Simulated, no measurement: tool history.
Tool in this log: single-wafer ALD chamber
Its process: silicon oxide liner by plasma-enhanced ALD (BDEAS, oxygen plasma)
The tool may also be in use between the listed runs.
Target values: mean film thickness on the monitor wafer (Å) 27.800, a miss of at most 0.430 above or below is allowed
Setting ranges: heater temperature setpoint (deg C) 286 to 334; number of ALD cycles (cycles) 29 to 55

run,hour,heater temperature setpoint (deg C),number of ALD cycles (cycles),mean film thickness on the monitor wafer (Å)
1,0.0,310,42,34.324
2,3.5,303,42,34.831
3,9.3,303,40,32.936
4,12.3,303,44,36.629
5,19.3,303,42,34.590
6,23.5,292,42,36.233
7,26.1,295,41,34.869
8,31.1,298,40,33.747
9,32.8,301,39,32.096
10,36.3,303,39,32.240
11,43.4,305,39,32.320
# hour 48.9: thermocouple changed; heater temperature recalibrated
12,48.9,307,38,31.183
13,52.3,319,34,27.386

Below are 4 possible settings for the next run. Only one of them brings all results inside the allowed miss of their targets. Which is it?
A,55.7,323,33,?
B,55.7,324,35,?
C,55.7,328,36,?
D,55.7,310,33,?

move,mean film thickness on the monitor wafer (Å)
A,26.269
B,27.826
C,28.475
D,26.702
A: the biggest miss grows against the last run
B: all results in spec
C: takes the biggest miss from the last run beyond its target
D: the biggest miss grows against the last run
The move that meets every target is B.
